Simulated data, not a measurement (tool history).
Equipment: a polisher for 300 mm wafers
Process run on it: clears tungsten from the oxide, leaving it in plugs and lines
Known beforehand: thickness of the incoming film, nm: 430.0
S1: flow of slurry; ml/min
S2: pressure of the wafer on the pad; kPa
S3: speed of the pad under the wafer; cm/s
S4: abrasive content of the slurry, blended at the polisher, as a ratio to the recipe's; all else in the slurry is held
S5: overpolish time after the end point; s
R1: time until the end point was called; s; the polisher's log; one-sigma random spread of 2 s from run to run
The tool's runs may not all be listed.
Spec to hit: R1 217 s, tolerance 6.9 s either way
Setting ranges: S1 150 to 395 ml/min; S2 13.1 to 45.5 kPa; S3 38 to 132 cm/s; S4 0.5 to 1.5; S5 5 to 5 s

Run 1, hour 0: S1 250 ml/min, S2 29 kPa, S3 84 cm/s, S4 1, S5 5 s. Result: R1 104.89 s.
Run 2, hour 7.2: S1 250 ml/min, S2 29 kPa, S3 92 cm/s, S4 1, S5 5 s. Result: R1 96.875 s.
Run 3, hour 15.3: S1 250 ml/min, S2 29 kPa, S3 92 cm/s, S4 1, S5 5 s. Result: R1 96.818 s.
Run 4, hour 22.5: S1 250 ml/min, S2 24.1 kPa, S3 92 cm/s, S4 1, S5 5 s. Result: R1 116.41 s.
Run 5, hour 26.4: S1 245 ml/min, S2 20 kPa, S3 86 cm/s, S4 1, S5 5 s. Result: R1 145.32 s.
Run 6, hour 27.1: S1 245 ml/min, S2 17.9 kPa, S3 82 cm/s, S4 1, S5 5 s. Result: R1 168.47 s.
Run 7, hour 35.6: S1 245 ml/min, S2 16.5 kPa, S3 80 cm/s, S4 1, S5 5 s. Result: R1 184.01 s.
Run 8, hour 42.7: S1 240 ml/min, S2 13.1 kPa, S3 76 cm/s, S4 1, S5 5 s. Result: R1 240.64 s.

Which single option among these 4 for the next run brings every result within its allowed miss of target? Just one does.
Run A, hour 49.8: S1 230 ml/min, S2 13.1 kPa, S3 70 cm/s, S4 1.05, S5 5 s. Result: R1 ?.
Run B, hour 49.8: S1 215 ml/min, S2 13.1 kPa, S3 78 cm/s, S4 1.1, S5 5 s. Result: R1 ?.
Run C, hour 49.8: S1 215 ml/min, S2 13.1 kPa, S3 88 cm/s, S4 1.05, S5 5 s. Result: R1 ?.
Run D, hour 49.8: S1 250 ml/min, S2 14.5 kPa, S3 82 cm/s, S4 1.1, S5 5 s. Result: R1 ?.

move      R1
   A  252.86
   B  232.31
   C  213.73
   D  200.83
A: its largest miss is bigger than the last run's
B: moves toward the targets from the last run without getting all of them in spec
C: hits every target within its allowed miss
D: the result that was furthest off in the last run now lies on the other side of its target
Answer: C

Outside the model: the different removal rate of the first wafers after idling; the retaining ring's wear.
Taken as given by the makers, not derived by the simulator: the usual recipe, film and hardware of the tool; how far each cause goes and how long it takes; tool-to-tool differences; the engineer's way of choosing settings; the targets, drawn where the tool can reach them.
